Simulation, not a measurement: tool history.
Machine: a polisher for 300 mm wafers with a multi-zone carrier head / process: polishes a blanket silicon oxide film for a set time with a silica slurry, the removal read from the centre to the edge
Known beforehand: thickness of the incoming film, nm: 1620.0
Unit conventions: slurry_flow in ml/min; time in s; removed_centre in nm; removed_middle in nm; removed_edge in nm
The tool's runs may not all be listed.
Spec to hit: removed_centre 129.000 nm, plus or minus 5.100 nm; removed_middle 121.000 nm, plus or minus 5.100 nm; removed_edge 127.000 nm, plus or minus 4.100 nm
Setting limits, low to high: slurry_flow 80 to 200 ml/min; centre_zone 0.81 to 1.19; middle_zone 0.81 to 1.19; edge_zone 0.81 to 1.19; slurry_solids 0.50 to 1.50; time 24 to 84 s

Run 1, hour 0.0: slurry_flow 130 ml/min, centre_zone 1.00, middle_zone 1.00, edge_zone 1.00, slurry_solids 1.00, time 54 s. Result: removed_centre 238.790 nm, removed_middle 223.680 nm, removed_edge 224.270 nm.
Run 2, hour 3.1: slurry_flow 130 ml/min, centre_zone 0.96, middle_zone 1.00, edge_zone 1.00, slurry_solids 1.00, time 54 s. Result: removed_centre 223.620 nm, removed_middle 224.680 nm, removed_edge 226.940 nm.
Run 3, hour 7.0: slurry_flow 125 ml/min, centre_zone 0.96, middle_zone 0.97, edge_zone 0.97, slurry_solids 0.85, time 49 s. Result: removed_centre 180.480 nm, removed_middle 179.770 nm, removed_edge 182.680 nm.
Run 4, hour 12.1: slurry_flow 125 ml/min, centre_zone 0.96, middle_zone 0.97, edge_zone 0.97, slurry_solids 1.00, time 49 s. Result: removed_centre 205.820 nm, removed_middle 194.310 nm, removed_edge 199.640 nm.
Run 5, hour 17.3: slurry_flow 125 ml/min, centre_zone 0.96, middle_zone 0.93, edge_zone 0.97, slurry_solids 1.00, time 49 s. Result: removed_centre 203.270 nm, removed_middle 192.650 nm, removed_edge 201.100 nm.
Run 6, hour 25.8: slurry_flow 120 ml/min, centre_zone 0.97, middle_zone 0.91, edge_zone 0.94, slurry_solids 0.85, time 48 s. Result: removed_centre 182.200 nm, removed_middle 163.150 nm, removed_edge 171.970 nm.
Run 7, hour 27.0: slurry_flow 110 ml/min, centre_zone 0.95, middle_zone 0.90, edge_zone 0.91, slurry_solids 0.75, time 48 s. Result: removed_centre 162.300 nm, removed_middle 146.910 nm, removed_edge 156.340 nm.
At hour 34.7: centre zone pressure recalibrated.
Run 8, hour 34.7: slurry_flow 105 ml/min, centre_zone 0.93, middle_zone 0.90, edge_zone 0.88, slurry_solids 0.70, time 48 s. Result: removed_centre 132.430 nm, removed_middle 139.710 nm, removed_edge 146.870 nm.
Run 9, hour 43.4: slurry_flow 125 ml/min, centre_zone 1.03, middle_zone 0.85, edge_zone 0.81, slurry_solids 0.55, time 44 s. Result: removed_centre 121.090 nm, removed_middle 104.350 nm, removed_edge 109.920 nm.
Run 10, hour 44.9: slurry_flow 135 ml/min, centre_zone 1.01, middle_zone 0.86, edge_zone 0.84, slurry_solids 0.55, time 44 s. Result: removed_centre 115.860 nm, removed_middle 104.570 nm, removed_edge 111.270 nm.
Run 11, hour 48.5: slurry_flow 160 ml/min, centre_zone 1.05, middle_zone 0.93, edge_zone 0.93, slurry_solids 0.75, time 44 s. Result: removed_centre 159.070 nm, removed_middle 150.180 nm, removed_edge 152.090 nm.
Run 12, hour 52.5: slurry_flow 150 ml/min, centre_zone 1.02, middle_zone 0.90, edge_zone 0.89, slurry_solids 0.75, time 44 s. Result: removed_centre 156.140 nm, removed_middle 143.490 nm, removed_edge 152.890 nm.
Run 13, hour 61.0: slurry_flow 120 ml/min, centre_zone 1.02, middle_zone 0.94, edge_zone 0.86, slurry_solids 0.50, time 41 s. Result: removed_centre 98.864 nm, removed_middle 97.741 nm, removed_edge 97.074 nm.

Which of these 5 next moves meets every target?
Run A, hour 69.5: slurry_flow 95 ml/min, centre_zone 1.02, middle_zone 0.90, edge_zone 0.83, slurry_solids 0.50, time 57 s. Result: removed_centre ?, removed_middle ?, removed_edge ?.
Run B, hour 69.5: slurry_flow 130 ml/min, centre_zone 0.91, middle_zone 1.03, edge_zone 0.91, slurry_solids 0.60, time 48 s. Result: removed_centre ?, removed_middle ?, removed_edge ?.
Run C, hour 69.5: slurry_flow 135 ml/min, centre_zone 1.01, middle_zone 0.96, edge_zone 0.85, slurry_solids 0.55, time 45 s. Result: removed_centre ?, removed_middle ?, removed_edge ?.
Run D, hour 69.5: slurry_flow 140 ml/min, centre_zone 0.86, middle_zone 1.03, edge_zone 0.95, slurry_solids 0.50, time 51 s. Result: removed_centre ?, removed_middle ?, removed_edge ?.
Run E, hour 69.5: slurry_flow 115 ml/min, centre_zone 0.98, middle_zone 1.04, edge_zone 0.84, slurry_solids 0.55, time 47 s. Result: removed_centre ?, removed_middle ?, removed_edge ?.

move  removed_centre  removed_middle  removed_edge
   A         127.250         122.630       127.370
   B         122.440         146.500       137.210
   C         119.480         121.160       117.150
   D         106.490         134.640       127.710
   E         116.380         130.760       118.740
A: every result within its allowed miss
B: moves the result that the last run missed by most past its target, out the other side
C: an improvement on the last run, though not all results are within tolerance
D: brings the last run's worst result on target, with another outside its allowed miss
E: an improvement on the last run, though not all results are within tolerance
Answer: A
